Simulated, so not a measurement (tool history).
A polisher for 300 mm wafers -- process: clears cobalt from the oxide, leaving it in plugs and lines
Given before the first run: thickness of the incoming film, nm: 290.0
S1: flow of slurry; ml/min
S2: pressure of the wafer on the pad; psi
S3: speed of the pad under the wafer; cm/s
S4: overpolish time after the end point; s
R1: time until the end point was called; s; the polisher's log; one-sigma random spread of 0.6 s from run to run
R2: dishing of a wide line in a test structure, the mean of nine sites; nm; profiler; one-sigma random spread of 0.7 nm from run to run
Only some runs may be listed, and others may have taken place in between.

run  hour   S1   S2   S3  S4      R1      R2
  1   0.0  185  1.6  124  19  67.350  46.007
  2   7.4  185  2.0  124  19  53.786  52.953
  3   8.3  185  2.0   96  19  69.346  48.153
  4  12.1  180  2.1  100  16  64.168  44.399
  5  16.5  180  2.1  100  23  62.216  52.883
  6  24.4  180  2.1  122  23  52.604  55.877
  7  30.5  175  2.2  122  19  49.651  53.687
  8  38.4  165  2.2  122  16  50.777  49.693
  9  45.0  190  2.4  122   7  46.082  32.507

Estimate the outcome of run 10 from the log above:
 10  52.9  180  2.4  122   8   ?   ?

{"run 10": {"R1": 45.345, "R2": 35.108}}

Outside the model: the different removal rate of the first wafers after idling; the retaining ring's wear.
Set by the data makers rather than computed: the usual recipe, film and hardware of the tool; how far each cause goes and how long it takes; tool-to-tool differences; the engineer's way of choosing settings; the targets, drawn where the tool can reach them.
